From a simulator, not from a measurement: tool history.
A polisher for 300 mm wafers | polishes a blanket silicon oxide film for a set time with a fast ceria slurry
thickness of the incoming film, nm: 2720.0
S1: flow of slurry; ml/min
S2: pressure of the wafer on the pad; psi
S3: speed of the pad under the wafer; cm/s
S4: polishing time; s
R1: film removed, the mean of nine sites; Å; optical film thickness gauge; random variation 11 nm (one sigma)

run  hour   S1   S2   S3  S4     R1
  1   0.0  255  2.5  128  76  12934
  2   7.8  255  2.5  100  76  10091
  3  10.7  260  2.7  100  76  10750
  4  13.3  260  2.9  100  76  11390
  5  18.6  260  3.1  100  76  11946
  6  21.3  260  3.1  100  79  12371

Run 7 comes next. What will it give?
  7  26.0  265  3.2  100  79   ?

{"run 7": {"R1": 12814}}
